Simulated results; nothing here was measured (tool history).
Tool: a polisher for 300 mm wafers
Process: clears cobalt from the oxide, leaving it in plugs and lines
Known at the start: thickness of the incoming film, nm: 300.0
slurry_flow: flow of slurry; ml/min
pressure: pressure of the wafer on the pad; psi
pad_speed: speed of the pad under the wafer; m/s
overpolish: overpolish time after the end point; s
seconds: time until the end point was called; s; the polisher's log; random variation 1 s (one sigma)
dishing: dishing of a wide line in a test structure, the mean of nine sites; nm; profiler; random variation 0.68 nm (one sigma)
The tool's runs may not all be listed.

{"run": 1, "day": 0.0, "slurry_flow": 275, "pressure": 1.9, "pad_speed": 0.84, "overpolish": 17, "seconds": 72.407, "dishing": 50.988}
{"run": 2, "day": 0.329, "slurry_flow": 275, "pressure": 1.7, "pad_speed": 0.84, "overpolish": 17, "seconds": 79.751, "dishing": 45.663}
{"run": 3, "day": 0.438, "slurry_flow": 320, "pressure": 1.7, "pad_speed": 0.84, "overpolish": 17, "seconds": 79.33, "dishing": 47.618}
{"run": 4, "day": 0.767, "slurry_flow": 320, "pressure": 1.5, "pad_speed": 0.84, "overpolish": 18, "seconds": 89.84, "dishing": 45.46}
{"run": 5, "day": 0.975, "slurry_flow": 320, "pressure": 1.4, "pad_speed": 0.84, "overpolish": 18, "seconds": 96.525, "dishing": 42.21}
{"run": 6, "day": 1.142, "slurry_flow": 380, "pressure": 1.4, "pad_speed": 0.84, "overpolish": 18, "seconds": 93.397, "dishing": 43.268}
{"run": 7, "day": 1.358, "slurry_flow": 380, "pressure": 1.3, "pad_speed": 0.84, "overpolish": 18, "seconds": 100.74, "dishing": 40.113}
{"run": 8, "day": 1.642, "slurry_flow": 380, "pressure": 1.3, "pad_speed": 0.84, "overpolish": 19, "seconds": 101.83, "dishing": 43.222}
{"run": 9, "day": 1.85, "slurry_flow": 370, "pressure": 1.1, "pad_speed": 0.84, "overpolish": 19, "seconds": 118.19, "dishing": 38.42}

Forecast run 10:
{"run": 10, "day": 1.954, "slurry_flow": 375, "pressure": 1.1, "pad_speed": 0.84, "overpolish": 19, "seconds": "?", "dishing": "?"}

{"run 10": {"seconds": 120.27, "dishing": 37.637}}
